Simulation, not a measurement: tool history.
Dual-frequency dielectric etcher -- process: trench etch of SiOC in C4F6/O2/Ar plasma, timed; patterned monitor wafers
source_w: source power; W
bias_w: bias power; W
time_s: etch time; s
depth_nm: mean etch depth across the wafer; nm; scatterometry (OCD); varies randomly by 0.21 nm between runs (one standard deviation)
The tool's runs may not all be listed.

run,day,source_w,bias_w,time_s,depth_nm
1,0.000,450,232,27,62.505
2,0.129,500,241,27,66.795
3,0.208,470,241,27,65.027
4,0.275,470,241,28,67.129
5,0.425,470,241,28,67.399
6,0.738,430,241,28,63.625
7,0.992,460,242,28,66.475

Expected results for the next run?
8,1.196,490,243,28,?

depth_nm: 69.037 nm
